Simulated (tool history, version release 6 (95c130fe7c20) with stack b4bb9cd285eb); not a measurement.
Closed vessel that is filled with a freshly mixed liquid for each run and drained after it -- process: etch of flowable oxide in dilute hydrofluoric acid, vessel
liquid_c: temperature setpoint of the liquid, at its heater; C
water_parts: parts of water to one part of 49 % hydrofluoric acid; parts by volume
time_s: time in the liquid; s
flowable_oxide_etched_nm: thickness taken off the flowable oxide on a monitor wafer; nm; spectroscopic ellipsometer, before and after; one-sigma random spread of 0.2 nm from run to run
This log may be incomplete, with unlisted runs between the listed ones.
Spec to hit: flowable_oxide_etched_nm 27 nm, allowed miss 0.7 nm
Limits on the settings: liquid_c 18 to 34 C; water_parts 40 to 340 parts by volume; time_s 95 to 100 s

run,hour,liquid_c,water_parts,time_s,flowable_oxide_etched_nm
1,0,26,190,95,21.041
2,6.8,26,190,100,21.897
3,13.2,22.5,190,100,19.476
4,14.7,24,190,100,20.592
5,17.1,25.5,190,100,21.697
6,20.4,25.5,250,100,15.415
7,25.8,27,240,100,17.253
8,30,28.5,235,100,18.464
9,37.3,29.5,225,100,20.3

Of the 5 settings listed for the next run, only one would bring every result within its allowed miss of target. Which one?
A,44.6,29,265,100,?
B,44.6,29,240,95,?
C,44.6,30.5,200,95,?
D,44.6,27.5,150,100,?
E,44.6,29,170,95,?

move,flowable_oxide_etched_nm
A,16.155
B,17.432
C,23.094
D,30.99
E,26.758
A: further off than the last run
B: further off than the last run
C: an improvement on the last run, though not all results are within tolerance
D: takes the biggest miss from the last run beyond its target
E: in spec on every target
E is the move that brings every result within its allowed miss.
